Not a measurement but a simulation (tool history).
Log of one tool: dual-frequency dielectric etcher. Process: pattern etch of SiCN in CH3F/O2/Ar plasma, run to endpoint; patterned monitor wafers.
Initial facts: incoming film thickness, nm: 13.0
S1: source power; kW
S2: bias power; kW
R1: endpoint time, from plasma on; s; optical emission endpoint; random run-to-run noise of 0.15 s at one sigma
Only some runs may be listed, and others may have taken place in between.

run  hour     S1     S2      R1
  1   0.0  0.490  0.067  33.343
  2   5.1  0.450  0.067  34.615
  3  12.1  0.470  0.067  33.745
  4  12.9  0.470  0.057  35.870
  5  19.3  0.490  0.057  35.255
  6  22.0  0.530  0.057  33.908
  7  30.5  0.540  0.057  33.740
  8  33.0  0.540  0.057  33.637
  9  34.8  0.550  0.057  33.434
 10  37.6  0.560  0.057  33.229

Run 11 is up next; what results do you expect?
 11  45.7  0.570  0.057   ?

{"run 11": {"R1": 33.141}}

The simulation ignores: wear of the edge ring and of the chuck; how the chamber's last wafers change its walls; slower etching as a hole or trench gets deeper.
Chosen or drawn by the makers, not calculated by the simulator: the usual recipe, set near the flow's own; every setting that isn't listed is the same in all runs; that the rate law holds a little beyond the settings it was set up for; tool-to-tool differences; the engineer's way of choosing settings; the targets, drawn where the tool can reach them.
